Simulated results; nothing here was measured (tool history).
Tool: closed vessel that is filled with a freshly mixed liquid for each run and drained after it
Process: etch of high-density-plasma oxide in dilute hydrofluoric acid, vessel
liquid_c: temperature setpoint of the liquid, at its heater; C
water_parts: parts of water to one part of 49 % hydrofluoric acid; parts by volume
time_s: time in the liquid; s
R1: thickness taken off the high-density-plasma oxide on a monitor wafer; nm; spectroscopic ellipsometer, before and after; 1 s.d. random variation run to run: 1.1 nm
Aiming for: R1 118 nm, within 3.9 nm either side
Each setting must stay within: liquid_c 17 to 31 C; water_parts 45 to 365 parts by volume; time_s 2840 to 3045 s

run 1 hour=0 | liquid_c=23 water_parts=205 time_s=2840 | R1=80.13
run 2 hour=6.8 | liquid_c=25 water_parts=205 time_s=2840 | R1=83.834
run 3 hour=8.9 | liquid_c=25 water_parts=240 time_s=2840 | R1=68.76
run 4 hour=17.5 | liquid_c=28 water_parts=240 time_s=2840 | R1=78.818
run 5 hour=22.3 | liquid_c=28.5 water_parts=230 time_s=2840 | R1=83.275
run 6 hour=24.2 | liquid_c=28.5 water_parts=230 time_s=2840 | R1=82.663
run 7 hour=29.6 | liquid_c=29 water_parts=220 time_s=2840 | R1=90.443
run 8 hour=34.6 | liquid_c=29.5 water_parts=215 time_s=2840 | R1=93.859
run 9 hour=39 | liquid_c=29.5 water_parts=210 time_s=2840 | R1=94.623
run 10 hour=46.8 | liquid_c=31 water_parts=175 time_s=2845 | R1=128.04
run 11 hour=49.4 | liquid_c=30.5 water_parts=175 time_s=2845 | R1=125.62
run 12 hour=57 | liquid_c=30 water_parts=175 time_s=2845 | R1=123.91

Consider the 4 candidate settings below. Which is the only one whose results all fall within their allowed miss of target?
run A hour=64.6 | liquid_c=28.5 water_parts=150 time_s=2840 | R1=?
run B hour=64.6 | liquid_c=30 water_parts=160 time_s=2840 | R1=?
run C hour=64.6 | liquid_c=28.5 water_parts=185 time_s=3045 | R1=?
run D hour=64.6 | liquid_c=30 water_parts=165 time_s=3015 | R1=?

move=A R1=143.31
move=B R1=140.02
move=C R1=119.3
move=D R1=143.22
A: misses by more than the last run did
B: misses by more than the last run did
C: every result lands within tolerance
D: misses by more than the last run did
Correct choice: C, which meets every target
